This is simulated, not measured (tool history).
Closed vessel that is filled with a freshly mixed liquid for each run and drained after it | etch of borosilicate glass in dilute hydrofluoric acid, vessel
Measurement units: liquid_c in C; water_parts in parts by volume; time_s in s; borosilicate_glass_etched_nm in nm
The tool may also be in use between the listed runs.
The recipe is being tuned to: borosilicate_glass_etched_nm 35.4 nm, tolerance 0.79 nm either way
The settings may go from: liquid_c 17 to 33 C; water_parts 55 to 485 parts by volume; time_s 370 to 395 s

run,day,liquid_c,water_parts,time_s,borosilicate_glass_etched_nm
1,0,25,270,370,48.064
2,0.092,23.5,270,370,46.209
3,0.158,22,275,370,42.754
4,0.458,22,200,370,63.101
5,0.75,22,165,370,79.529
6,1.075,21,190,370,64.58
7,1.433,20,210,370,55.14
8,1.508,20,210,370,55.557
9,1.596,19.5,225,370,49.744
10,1.8,19,235,370,46.136

Exactly one of the 4 candidate moves below puts every result within its allowed miss. Which one?
A,2.004,17,265,370,?
B,2.004,20.5,290,370,?
C,2.004,20.5,295,380,?
D,2.004,17,280,380,?

move,borosilicate_glass_etched_nm
A,36.871
B,37.579
C,37.769
D,35.382
A: better than the last run, though not everything is in spec
B: better than the last run, though not everything is in spec
C: better than the last run, though not everything is in spec
D: in spec on every target
So the answer is move D, the one that meets all the targets.
